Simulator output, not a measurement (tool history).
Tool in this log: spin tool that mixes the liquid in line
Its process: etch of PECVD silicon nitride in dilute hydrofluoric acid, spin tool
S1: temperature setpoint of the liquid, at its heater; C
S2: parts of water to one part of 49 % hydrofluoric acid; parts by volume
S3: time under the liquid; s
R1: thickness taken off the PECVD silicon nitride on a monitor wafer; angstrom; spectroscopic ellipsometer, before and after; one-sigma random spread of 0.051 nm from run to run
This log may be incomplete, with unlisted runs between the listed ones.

run	hour	S1	S2	S3	R1
1	0.0	22.0	100	90	40.009
2	4.2	24.5	100	90	47.074
3	12.2	25.5	100	90	50.156
4	17.0	25.5	135	90	37.389
5	17.8	25.5	135	70	28.996
6	20.7	25.5	170	70	22.933
7	29.2	26.0	155	70	26.050
8	32.2	26.5	145	70	28.587
9	34.5	27.0	130	70	33.004
10	41.4	27.5	120	70	37.162
11	48.2	28.0	110	70	41.174
12	53.5	28.5	100	70	47.503

Estimate the outcome of run 13 from the log above:
13	61.4	28.5	95	70	?

{"run 13": {"R1": 49.919}}
